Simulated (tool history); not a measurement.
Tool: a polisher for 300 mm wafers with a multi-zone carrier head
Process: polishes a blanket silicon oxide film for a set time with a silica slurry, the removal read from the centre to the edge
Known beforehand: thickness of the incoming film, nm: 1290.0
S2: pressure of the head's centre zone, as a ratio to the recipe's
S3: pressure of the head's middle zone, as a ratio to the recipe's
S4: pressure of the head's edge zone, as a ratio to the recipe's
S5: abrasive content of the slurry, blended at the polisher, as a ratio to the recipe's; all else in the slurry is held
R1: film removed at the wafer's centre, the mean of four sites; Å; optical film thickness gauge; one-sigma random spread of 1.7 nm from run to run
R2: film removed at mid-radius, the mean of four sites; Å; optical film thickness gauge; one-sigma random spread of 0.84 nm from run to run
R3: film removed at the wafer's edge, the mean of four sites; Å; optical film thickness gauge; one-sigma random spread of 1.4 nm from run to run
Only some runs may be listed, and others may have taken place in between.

{"run": 1, "hour": 0.0, "flow of slurry (ml/min)": 170, "S2": 1.0, "S3": 1.0, "S4": 1.0, "S5": 1.0, "polishing time (s)": 49, "R1": 2149.3, "R2": 2114.3, "R3": 2068.3}
{"run": 2, "hour": 2.1, "flow of slurry (ml/min)": 165, "S2": 0.99, "S3": 0.97, "S4": 0.97, "S5": 0.9, "polishing time (s)": 47, "R1": 1903.2, "R2": 1883.3, "R3": 1819.1}
{"run": 3, "hour": 11.1, "flow of slurry (ml/min)": 155, "S2": 0.98, "S3": 0.93, "S4": 0.96, "S5": 0.8, "polishing time (s)": 46, "R1": 1763.3, "R2": 1665.4, "R3": 1667.5}
{"run": 4, "hour": 15.2, "flow of slurry (ml/min)": 145, "S2": 0.96, "S3": 0.91, "S4": 0.93, "S5": 0.75, "polishing time (s)": 46, "R1": 1613.1, "R2": 1562.4, "R3": 1573.5}
{"run": 5, "hour": 23.2, "flow of slurry (ml/min)": 140, "S2": 0.96, "S3": 0.89, "S4": 0.9, "S5": 0.7, "polishing time (s)": 46, "R1": 1553.5, "R2": 1466.7, "R3": 1468.9}
{"run": 6, "hour": 26.8, "flow of slurry (ml/min)": 165, "S2": 0.96, "S3": 0.89, "S4": 0.9, "S5": 0.7, "polishing time (s)": 46, "R1": 1642.0, "R2": 1529.8, "R3": 1526.0}

Run 7 is up next; what results do you expect?
{"run": 7, "hour": 31.6, "flow of slurry (ml/min)": 115, "S2": 0.92, "S3": 0.84, "S4": 0.81, "S5": 0.5, "polishing time (s)": 46, "R1": "?", "R2": "?", "R3": "?"}

Logged for run 7: R1 1195.4 Å, R2 1129.9 Å, R3 1173.4 Å.
